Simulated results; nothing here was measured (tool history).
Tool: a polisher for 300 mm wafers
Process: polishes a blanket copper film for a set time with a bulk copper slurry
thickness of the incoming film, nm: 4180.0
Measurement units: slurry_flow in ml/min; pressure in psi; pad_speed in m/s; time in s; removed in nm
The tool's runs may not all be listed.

run 1 day=0.000 | slurry_flow=230 pressure=1.9 pad_speed=1.18 slurry_solids=1.0 time=29 | removed=174.59
run 2 day=0.292 | slurry_flow=225 pressure=1.8 pad_speed=1.18 slurry_solids=1.0 time=29 | removed=169.94
run 3 day=0.525 | slurry_flow=225 pressure=1.7 pad_speed=1.18 slurry_solids=1.0 time=29 | removed=164.06
run 4 day=0.612 | slurry_flow=225 pressure=1.6 pad_speed=1.18 slurry_solids=1.0 time=29 | removed=156.61
run 5 day=0.767 | slurry_flow=225 pressure=1.5 pad_speed=1.18 slurry_solids=1.0 time=29 | removed=152.12
run 6 day=0.983 | slurry_flow=190 pressure=1.5 pad_speed=1.18 slurry_solids=1.0 time=29 | removed=147.19
run 7 day=1.100 | slurry_flow=185 pressure=1.5 pad_speed=1.18 slurry_solids=1.0 time=29 | removed=145.08
run 8 day=1.267 | slurry_flow=180 pressure=1.5 pad_speed=1.18 slurry_solids=1.0 time=29 | removed=146.37

Run 9 comes next. What will it give?
run 9 day=1.329 | slurry_flow=175 pressure=1.5 pad_speed=1.18 slurry_solids=1.0 time=29 | removed=?

{"run 9": {"removed": 145.32}}
